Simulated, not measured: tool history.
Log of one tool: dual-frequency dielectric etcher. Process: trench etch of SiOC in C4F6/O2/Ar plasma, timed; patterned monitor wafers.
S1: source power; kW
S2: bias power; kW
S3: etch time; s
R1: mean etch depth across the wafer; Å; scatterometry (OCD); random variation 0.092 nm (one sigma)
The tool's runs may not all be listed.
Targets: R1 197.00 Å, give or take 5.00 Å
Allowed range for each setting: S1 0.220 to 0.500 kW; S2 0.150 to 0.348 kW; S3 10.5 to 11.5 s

run	hour	S1	S2	S3	R1
1	0.0	0.360	0.249	11.5	241.33
2	8.4	0.360	0.275	11.5	245.96
3	9.5	0.360	0.275	10.5	226.34
4	10.4	0.360	0.275	11.5	246.95
5	15.9	0.360	0.254	11.5	243.10
6	17.2	0.330	0.244	11.5	234.52
7	21.8	0.310	0.233	11.5	229.53
8	26.9	0.290	0.223	11.5	224.06
9	29.2	0.280	0.214	11.5	220.20
10	35.0	0.270	0.206	11.5	215.15
11	40.9	0.260	0.198	11.5	211.62

Exercise: of the 5 proposed moves below, exactly one satisfies all targets within the stated allowed misses. Which move is it?
A	46.8	0.240	0.213	11.5	?
B	46.8	0.310	0.218	10.5	?
C	46.8	0.320	0.218	11.0	?
D	46.8	0.270	0.214	11.0	?
E	46.8	0.250	0.222	10.5	?

move	R1
A	210.45
B	207.06
C	218.91
D	208.01
E	195.60
A: better than the last run, though not everything is in spec
B: better than the last run, though not everything is in spec
C: misses by more than the last run did
D: better than the last run, though not everything is in spec
E: hits every target within its allowed miss
Go with E: it meets all targets.
